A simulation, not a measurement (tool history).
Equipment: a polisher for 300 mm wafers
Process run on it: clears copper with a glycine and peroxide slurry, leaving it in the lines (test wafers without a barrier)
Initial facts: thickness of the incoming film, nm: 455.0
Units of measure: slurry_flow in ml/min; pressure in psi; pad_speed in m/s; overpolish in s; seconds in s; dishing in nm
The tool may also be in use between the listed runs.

Run 1, hour 0.0: slurry_flow 290 ml/min, pressure 2.5 psi, pad_speed 0.88 m/s, overpolish 20 s. Result: seconds 97.264 s, dishing 9.2792 nm.
Run 2, hour 8.4: slurry_flow 295 ml/min, pressure 2.4 psi, pad_speed 0.86 m/s, overpolish 20 s. Result: seconds 100.240 s, dishing 9.2079 nm.
Run 3, hour 13.0: slurry_flow 285 ml/min, pressure 2.3 psi, pad_speed 0.82 m/s, overpolish 21 s. Result: seconds 106.420 s, dishing 9.6355 nm.
Run 4, hour 13.5: slurry_flow 290 ml/min, pressure 2.2 psi, pad_speed 0.82 m/s, overpolish 20 s. Result: seconds 109.520 s, dishing 9.6155 nm.
Run 5, hour 18.5: slurry_flow 290 ml/min, pressure 2.4 psi, pad_speed 0.82 m/s, overpolish 20 s. Result: seconds 104.580 s, dishing 9.2601 nm.
Run 6, hour 25.8: slurry_flow 290 ml/min, pressure 2.3 psi, pad_speed 0.80 m/s, overpolish 20 s. Result: seconds 109.510 s, dishing 9.5328 nm.

Predict the results of run 7:
Run 7, hour 27.4: slurry_flow 295 ml/min, pressure 2.2 psi, pad_speed 0.78 m/s, overpolish 19 s. Result: seconds ?, dishing ?.

{"run 7": {"seconds": 117.03, "dishing": 9.2996}}
